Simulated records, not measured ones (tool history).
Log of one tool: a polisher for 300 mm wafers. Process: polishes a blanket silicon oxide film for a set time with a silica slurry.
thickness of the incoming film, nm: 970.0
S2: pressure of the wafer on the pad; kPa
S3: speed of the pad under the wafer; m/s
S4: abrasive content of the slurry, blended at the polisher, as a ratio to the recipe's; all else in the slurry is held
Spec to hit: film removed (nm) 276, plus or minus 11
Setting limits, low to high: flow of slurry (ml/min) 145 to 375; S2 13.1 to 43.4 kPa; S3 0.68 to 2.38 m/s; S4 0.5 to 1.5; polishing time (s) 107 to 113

{"run": 1, "hour": 0.0, "flow of slurry (ml/min)": 240, "S2": 28.3, "S3": 1.52, "S4": 1, "polishing time (s)": 107, "film removed (nm)": 369.08}
{"run": 2, "hour": 2.5, "flow of slurry (ml/min)": 240, "S2": 28.3, "S3": 1.52, "S4": 1, "polishing time (s)": 113, "film removed (nm)": 374.06}
{"run": 3, "hour": 4.2, "flow of slurry (ml/min)": 240, "S2": 27.6, "S3": 1.52, "S4": 1, "polishing time (s)": 113, "film removed (nm)": 378.21}
{"run": 4, "hour": 9.7, "flow of slurry (ml/min)": 240, "S2": 27.6, "S3": 1.52, "S4": 1, "polishing time (s)": 107, "film removed (nm)": 355.39}
{"run": 5, "hour": 16.9, "flow of slurry (ml/min)": 290, "S2": 27.6, "S3": 1.52, "S4": 1, "polishing time (s)": 107, "film removed (nm)": 368.01}
{"run": 6, "hour": 25.1, "flow of slurry (ml/min)": 285, "S2": 26.9, "S3": 1.52, "S4": 1, "polishing time (s)": 107, "film removed (nm)": 366.32}
{"run": 7, "hour": 31.2, "flow of slurry (ml/min)": 280, "S2": 26.2, "S3": 1.52, "S4": 1, "polishing time (s)": 107, "film removed (nm)": 349.15}
{"run": 8, "hour": 36.0, "flow of slurry (ml/min)": 255, "S2": 19.3, "S3": 1.5, "S4": 1, "polishing time (s)": 107, "film removed (nm)": 288.98}

4 candidate next runs follow, results not yet known. Just one meets every target within its allowed miss. Identify it.
{"run": "A", "hour": 40.8, "flow of slurry (ml/min)": 245, "S2": 17.9, "S3": 1.52, "S4": 0.95, "polishing time (s)": 108, "film removed (nm)": "?"}
{"run": "B", "hour": 40.8, "flow of slurry (ml/min)": 215, "S2": 14.5, "S3": 2.02, "S4": 0.95, "polishing time (s)": 113, "film removed (nm)": "?"}
{"run": "C", "hour": 40.8, "flow of slurry (ml/min)": 275, "S2": 20.7, "S3": 1.34, "S4": 1.25, "polishing time (s)": 107, "film removed (nm)": "?"}
{"run": "D", "hour": 40.8, "flow of slurry (ml/min)": 260, "S2": 17.2, "S3": 1.74, "S4": 1.1, "polishing time (s)": 107, "film removed (nm)": "?"}

move=A film_removed_(nm)=280.75
move=B film_removed_(nm)=318.09
move=C film_removed_(nm)=312.78
move=D film_removed_(nm)=321.45
A: every result within its allowed miss
B: misses by more than the last run did
C: misses by more than the last run did
D: misses by more than the last run did
The move that meets every target is A.

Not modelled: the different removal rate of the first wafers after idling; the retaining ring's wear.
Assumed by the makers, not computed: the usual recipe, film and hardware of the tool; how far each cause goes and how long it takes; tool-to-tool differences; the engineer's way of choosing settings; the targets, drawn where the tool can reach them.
